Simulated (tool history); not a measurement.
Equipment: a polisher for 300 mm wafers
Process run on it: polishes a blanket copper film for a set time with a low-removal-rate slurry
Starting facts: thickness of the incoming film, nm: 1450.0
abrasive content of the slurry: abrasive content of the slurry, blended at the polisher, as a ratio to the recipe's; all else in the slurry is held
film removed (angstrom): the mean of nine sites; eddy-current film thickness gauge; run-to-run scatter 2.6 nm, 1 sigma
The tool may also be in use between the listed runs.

| run | hour | flow of slurry (ml/min) | pressure of the wafer on the pad (psi) | speed of the pad under the wafer (cm/s) | abrasive content of the slurry | polishing time (s) | film removed (angstrom) |
|---|---|---|---|---|---|---|---|
| 1 | 0.0 | 210 | 2.6 | 138 | 1.0 | 92 | 3937.0 |
| 2 | 6.9 | 210 | 2.6 | 138 | 1.0 | 92 | 3954.2 |
| 3 | 13.4 | 210 | 3.0 | 138 | 1.0 | 92 | 4459.5 |
| 4 | 16.2 | 210 | 3.0 | 138 | 1.0 | 97 | 4821.6 |
| 5 | 20.7 | 210 | 3.6 | 138 | 1.0 | 97 | 5588.0 |
| 6 | 24.6 | 210 | 3.6 | 138 | 1.1 | 97 | 5716.4 |
| 7 | 30.1 | 205 | 3.3 | 138 | 1.1 | 97 | 5288.1 |

Expected results for the next run?
| 8 | 31.4 | 200 | 2.6 | 136 | 1.1 | 97 | ? |

{"run 8": {"film removed (angstrom)": 4143.0}}
